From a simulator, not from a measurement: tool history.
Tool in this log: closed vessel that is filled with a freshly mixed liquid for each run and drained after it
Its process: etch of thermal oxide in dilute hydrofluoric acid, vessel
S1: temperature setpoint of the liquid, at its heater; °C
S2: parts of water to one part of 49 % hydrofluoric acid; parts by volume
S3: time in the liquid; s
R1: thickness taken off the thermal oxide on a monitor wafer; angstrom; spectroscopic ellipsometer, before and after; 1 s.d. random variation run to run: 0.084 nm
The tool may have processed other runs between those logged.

Run 1, day 0: S1 20 °C, S2 115 parts by volume, S3 245 s. Result: R1 102.82 angstrom.
Run 2, day 0.092: S1 21 °C, S2 115 parts by volume, S3 245 s. Result: R1 108.18 angstrom.
Run 3, day 0.4: S1 23 °C, S2 115 parts by volume, S3 245 s. Result: R1 117.56 angstrom.
Run 4, day 0.633: S1 23.5 °C, S2 115 parts by volume, S3 245 s. Result: R1 118.38 angstrom.
Run 5, day 1.012: S1 23.5 °C, S2 155 parts by volume, S3 245 s. Result: R1 84.102 angstrom.
Run 6, day 1.162: S1 20 °C, S2 155 parts by volume, S3 245 s. Result: R1 73.36 angstrom.
Run 7, day 1.4: S1 21.5 °C, S2 150 parts by volume, S3 245 s. Result: R1 81.39 angstrom.
Run 8, day 1.683: S1 22.5 °C, S2 145 parts by volume, S3 245 s. Result: R1 87.347 angstrom.
Run 9, day 1.888: S1 23.5 °C, S2 140 parts by volume, S3 245 s. Result: R1 94.821 angstrom.

Run 10, settings as shown, results not yet in. Your forecast:
Run 10, day 2.183: S1 24 °C, S2 135 parts by volume, S3 245 s. Result: R1 ?.

{"run 10": {"R1": 100.5}}
